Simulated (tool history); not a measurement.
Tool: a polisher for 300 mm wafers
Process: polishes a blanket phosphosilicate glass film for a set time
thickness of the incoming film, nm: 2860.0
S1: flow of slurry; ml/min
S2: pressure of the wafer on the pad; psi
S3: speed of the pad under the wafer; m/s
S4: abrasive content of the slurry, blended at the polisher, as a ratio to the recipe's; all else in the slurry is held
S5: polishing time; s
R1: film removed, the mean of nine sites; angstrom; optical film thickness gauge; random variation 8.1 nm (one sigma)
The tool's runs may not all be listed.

run,day,S1,S2,S3,S4,S5,R1
1,0.000,265,3.7,1.22,1.0,44,5079.6
2,0.321,230,3.7,1.22,1.0,44,4981.5
3,0.379,230,4.0,1.22,1.0,44,5228.5
4,0.696,245,4.3,1.22,1.0,44,5491.8
5,0.742,190,4.3,1.22,1.0,44,5454.1
6,0.775,215,4.3,1.22,1.0,44,5411.4
7,0.829,215,4.6,1.24,1.0,44,5950.8

Forecast run 8:
8,0.850,215,4.8,1.24,1.0,44,?

R1: 6068.9 angstrom
